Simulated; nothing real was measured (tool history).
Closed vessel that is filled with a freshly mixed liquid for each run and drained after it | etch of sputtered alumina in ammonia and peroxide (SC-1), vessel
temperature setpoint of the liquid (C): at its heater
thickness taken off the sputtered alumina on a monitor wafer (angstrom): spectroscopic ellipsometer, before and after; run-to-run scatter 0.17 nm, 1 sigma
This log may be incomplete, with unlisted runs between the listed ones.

| run | hour | temperature setpoint of the liquid (C) | parts of 29 % ammonia solution to one part of 30 % peroxide (parts by volume) | time in the liquid (s) | thickness taken off the sputtered alumina on a monitor wafer (angstrom) |
|---|---|---|---|---|---|
| 1 | 0.0 | 58.0 | 0.7 | 600 | 492.06 |
| 2 | 4.1 | 51.0 | 0.7 | 600 | 334.66 |
| 3 | 6.9 | 51.0 | 0.7 | 600 | 335.07 |
| 4 | 15.5 | 46.5 | 0.7 | 600 | 259.49 |
| 5 | 21.7 | 50.0 | 0.7 | 600 | 319.65 |
| 6 | 30.1 | 49.5 | 0.7 | 600 | 310.38 |
| 7 | 39.0 | 49.0 | 0.7 | 600 | 300.09 |

What does the tool deliver on the next run?
| 8 | 45.0 | 48.5 | 0.7 | 600 | ? |

thickness taken off the sputtered alumina on a monitor wafer (angstrom): 291.14
